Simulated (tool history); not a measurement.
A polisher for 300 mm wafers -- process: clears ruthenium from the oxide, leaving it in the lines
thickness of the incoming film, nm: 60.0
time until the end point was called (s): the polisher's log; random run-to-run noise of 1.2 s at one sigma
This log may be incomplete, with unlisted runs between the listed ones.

| run | hour | flow of slurry (ml/min) | pressure of the wafer on the pad (psi) | speed of the pad under the wafer (m/s) | overpolish time after the end point (s) | time until the end point was called (s) |
|---|---|---|---|---|---|---|
| 1 | 0 | 160 | 1.7 | 0.82 | 25 | 101.21 |
| 2 | 4.6 | 160 | 1.9 | 0.82 | 25 | 90.637 |
| 3 | 12.6 | 160 | 1.8 | 0.82 | 25 | 96.261 |
| 4 | 14.3 | 160 | 2.1 | 0.82 | 25 | 82.466 |
| 5 | 16.5 | 160 | 2.1 | 0.82 | 25 | 81.098 |
| 6 | 18.1 | 160 | 1.9 | 0.82 | 25 | 91.236 |
| 7 | 26 | 160 | 1.8 | 0.82 | 25 | 96.276 |
|  | 29.5 | worn pad replaced by a new one |
| 8 | 29.5 | 160 | 1.7 | 0.82 | 25 | 91.098 |

The next listed run, before its measurement:
| 9 | 34.3 | 160 | 1.6 | 0.8 | 25 | ? |

{"run 9": {"time until the end point was called (s)": 99.856}}
